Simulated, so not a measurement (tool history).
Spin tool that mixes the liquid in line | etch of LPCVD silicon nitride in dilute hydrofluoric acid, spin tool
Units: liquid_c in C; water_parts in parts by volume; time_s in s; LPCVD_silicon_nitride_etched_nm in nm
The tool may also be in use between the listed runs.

| run | hour | liquid_c | water_parts | time_s | LPCVD_silicon_nitride_etched_nm |
|---|---|---|---|---|---|
| 1 | 0 | 21 | 70 | 270 | 1.4704 |
| 2 | 7.1 | 19 | 70 | 270 | 1.2601 |
| 3 | 12 | 20.5 | 60 | 275 | 1.6198 |
| 4 | 18.8 | 22 | 50 | 280 | 2.207 |
| 5 | 25.9 | 22 | 70 | 280 | 1.6306 |
| 6 | 34.1 | 22 | 70 | 270 | 1.6226 |
|  | 40.7 | hydrofluoric acid flow meter replaced |
| 7 | 40.7 | 23 | 60 | 275 | 2.1543 |

The next listed run, before its measurement:
| 8 | 43.8 | 24 | 55 | 275 | ? |

LPCVD_silicon_nitride_etched_nm: 2.4374 nm
